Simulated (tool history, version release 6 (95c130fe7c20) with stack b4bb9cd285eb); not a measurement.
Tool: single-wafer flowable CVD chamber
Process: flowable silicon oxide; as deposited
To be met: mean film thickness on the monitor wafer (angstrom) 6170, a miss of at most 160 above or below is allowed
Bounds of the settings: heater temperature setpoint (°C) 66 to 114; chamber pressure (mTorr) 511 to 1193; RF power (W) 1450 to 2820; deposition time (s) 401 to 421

run	hour	heater temperature setpoint (°C)	chamber pressure (mTorr)	RF power (W)	deposition time (s)	mean film thickness on the monitor wafer (angstrom)
1	0	90	852	2135	421	4119.2
2	8.2	89	852	2135	421	4255.6
3	12.8	89	852	2135	401	4031.9
4	15.8	89	778	2135	401	3707.7
5	22.7	89	714	2135	401	3423.4
6	31.3	87	715	2135	401	3619.1
7	39.9	85	716	2135	401	3846.7
8	44.3	85	716	2135	401	3831.6
9	50.6	83	717	2135	401	4048.7
10	53.8	81	718	2135	401	4319.3
11	55.7	80	718	2135	401	4457.5
12	64.4	79	718	2135	401	4601.7
13	72.4	78	718	2135	401	4690.3

5 next moves are on the table. One of them brings every result within its allowed miss. Which?
A	80.4	72	836	2205	421	?
B	80.4	75	902	1880	401	?
C	80.4	66	749	2075	415	?
D	80.4	66	743	1760	417	?
E	80.4	66	745	2040	421	?

move	mean film thickness on the monitor wafer (angstrom)
A	6637.4
B	6235.4
C	6579.8
D	6418.1
E	6626.5
A: takes the biggest miss from the last run beyond its target
B: in spec on every target
C: takes the biggest miss from the last run beyond its target
D: takes the biggest miss from the last run beyond its target
E: takes the biggest miss from the last run beyond its target
Answer: B

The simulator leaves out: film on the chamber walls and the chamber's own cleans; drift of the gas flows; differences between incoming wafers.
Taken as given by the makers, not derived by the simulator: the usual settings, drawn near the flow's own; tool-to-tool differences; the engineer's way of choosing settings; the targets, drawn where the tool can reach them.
